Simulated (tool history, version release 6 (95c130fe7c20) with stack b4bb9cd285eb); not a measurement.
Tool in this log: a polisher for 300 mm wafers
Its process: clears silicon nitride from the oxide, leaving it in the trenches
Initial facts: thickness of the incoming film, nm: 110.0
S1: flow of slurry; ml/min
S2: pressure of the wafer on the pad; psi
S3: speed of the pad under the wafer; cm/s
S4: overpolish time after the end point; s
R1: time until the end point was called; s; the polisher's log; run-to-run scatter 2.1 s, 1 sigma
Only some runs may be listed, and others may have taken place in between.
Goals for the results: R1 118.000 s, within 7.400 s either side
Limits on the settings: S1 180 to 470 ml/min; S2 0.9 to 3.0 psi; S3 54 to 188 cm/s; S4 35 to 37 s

run,hour,S1,S2,S3,S4,R1
1,0.0,300,1.9,120,35,169.090
2,5.5,300,2.0,122,35,156.840
3,7.7,300,2.1,122,35,155.530
4,12.2,300,2.1,108,35,173.310
5,15.2,300,2.3,110,35,152.430
6,20.4,300,2.4,110,35,151.330
7,23.3,300,2.5,112,35,142.790
8,25.7,300,2.6,114,35,140.980
9,27.7,300,2.7,116,35,126.950
10,29.0,300,2.8,116,35,131.150

Next run, 4 choices. One meets every target within its allowed miss, the rest don't. Which?
A,30.3,280,2.8,126,35,?
B,30.3,385,2.8,152,35,?
C,30.3,265,1.7,156,35,?
D,30.3,320,2.8,154,35,?

move,R1
A,118.480
B,96.507
C,139.780
D,96.479
A: all results in spec
B: takes the biggest miss from the last run beyond its target
C: moves away from the targets compared with the last run
D: takes the biggest miss from the last run beyond its target
Go with A: it meets all targets.

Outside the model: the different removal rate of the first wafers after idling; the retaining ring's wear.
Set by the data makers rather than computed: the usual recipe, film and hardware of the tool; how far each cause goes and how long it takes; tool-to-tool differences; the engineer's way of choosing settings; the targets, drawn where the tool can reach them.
